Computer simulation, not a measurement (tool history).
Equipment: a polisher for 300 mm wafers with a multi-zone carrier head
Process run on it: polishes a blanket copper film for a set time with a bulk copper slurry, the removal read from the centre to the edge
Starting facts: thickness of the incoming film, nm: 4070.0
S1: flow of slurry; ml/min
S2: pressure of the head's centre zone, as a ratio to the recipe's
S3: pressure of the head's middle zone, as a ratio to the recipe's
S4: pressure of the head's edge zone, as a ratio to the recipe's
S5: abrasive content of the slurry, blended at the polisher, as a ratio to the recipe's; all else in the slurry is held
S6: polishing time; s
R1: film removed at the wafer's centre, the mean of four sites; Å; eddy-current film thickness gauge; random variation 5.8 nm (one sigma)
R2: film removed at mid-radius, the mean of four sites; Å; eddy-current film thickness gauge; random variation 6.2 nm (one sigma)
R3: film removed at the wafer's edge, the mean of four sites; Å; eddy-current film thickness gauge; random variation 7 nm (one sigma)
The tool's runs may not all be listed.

run  hour   S1    S2    S3    S4    S5  S6      R1      R2      R3
  1   0.0  180  1.00  1.00  1.00  1.00  72  6817.2  6799.8  6799.7
  2   5.6  180  1.04  1.00  1.00  1.00  72  6943.8  6799.0  6947.0
  3   9.9  170  1.00  0.98  1.02  0.90  68  6162.9  6052.9  6228.3
  4  16.9  170  1.00  0.93  1.02  0.90  68  6297.3  6017.2  6429.3
  5  23.8  140  1.00  0.93  1.02  0.90  68  6045.9  5604.9  6132.3
  6  32.5  140  1.00  0.93  1.02  1.00  68  6040.5  5656.7  6249.9

Estimate the outcome of run 7 from the log above:
  7  36.6  135  0.97  0.93  1.02  0.95  65   ?   ?   ?

Logged for run 7: R1 5522.6 Å, R2 5459.2 Å, R3 5899.8 Å.
